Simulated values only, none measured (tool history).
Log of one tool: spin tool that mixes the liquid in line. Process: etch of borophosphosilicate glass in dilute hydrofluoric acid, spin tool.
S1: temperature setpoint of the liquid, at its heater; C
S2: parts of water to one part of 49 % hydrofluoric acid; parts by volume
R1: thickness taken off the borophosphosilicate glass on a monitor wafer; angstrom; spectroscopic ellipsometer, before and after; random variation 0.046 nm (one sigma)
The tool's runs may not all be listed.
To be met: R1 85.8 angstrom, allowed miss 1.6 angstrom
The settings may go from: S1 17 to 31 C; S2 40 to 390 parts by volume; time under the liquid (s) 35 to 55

Run 1, hour 0: S1 23 C, S2 215 parts by volume, time under the liquid (s) 55. Result: R1 51.216 angstrom.
Run 2, hour 0.6: S1 20.5 C, S2 215 parts by volume, time under the liquid (s) 55. Result: R1 46.538 angstrom.
Run 3, hour 8.8: S1 23.5 C, S2 200 parts by volume, time under the liquid (s) 55. Result: R1 56.925 angstrom.
Run 4, hour 12.6: S1 23.5 C, S2 130 parts by volume, time under the liquid (s) 55. Result: R1 93.446 angstrom.
Run 5, hour 13.7: S1 23 C, S2 130 parts by volume, time under the liquid (s) 55. Result: R1 91.965 angstrom.
Run 6, hour 21.5: S1 20 C, S2 130 parts by volume, time under the liquid (s) 55. Result: R1 81.703 angstrom.
Run 7, hour 28.6: S1 20 C, S2 130 parts by volume, time under the liquid (s) 55. Result: R1 81.353 angstrom.
Run 8, hour 36.5: S1 20.5 C, S2 130 parts by volume, time under the liquid (s) 55. Result: R1 83.516 angstrom.

5 next moves are on the table. One of them brings every result within its allowed miss. Which?
Run A, hour 44.4: S1 20 C, S2 135 parts by volume, time under the liquid (s) 55. Result: R1 ?.
Run B, hour 44.4: S1 21.5 C, S2 95 parts by volume, time under the liquid (s) 40. Result: R1 ?.
Run C, hour 44.4: S1 17.5 C, S2 110 parts by volume, time under the liquid (s) 55. Result: R1 ?.
Run D, hour 44.4: S1 23.5 C, S2 140 parts by volume, time under the liquid (s) 55. Result: R1 ?.
Run E, hour 44.4: S1 19.5 C, S2 85 parts by volume, time under the liquid (s) 35. Result: R1 ?.

move      R1
   A  78.048
   B    89.6
   C  88.759
   D  85.921
   E  81.631
A: further off than the last run
B: takes the result that was furthest off past its target
C: takes the result that was furthest off past its target
D: meets every target
E: further off than the last run
The right move is D.

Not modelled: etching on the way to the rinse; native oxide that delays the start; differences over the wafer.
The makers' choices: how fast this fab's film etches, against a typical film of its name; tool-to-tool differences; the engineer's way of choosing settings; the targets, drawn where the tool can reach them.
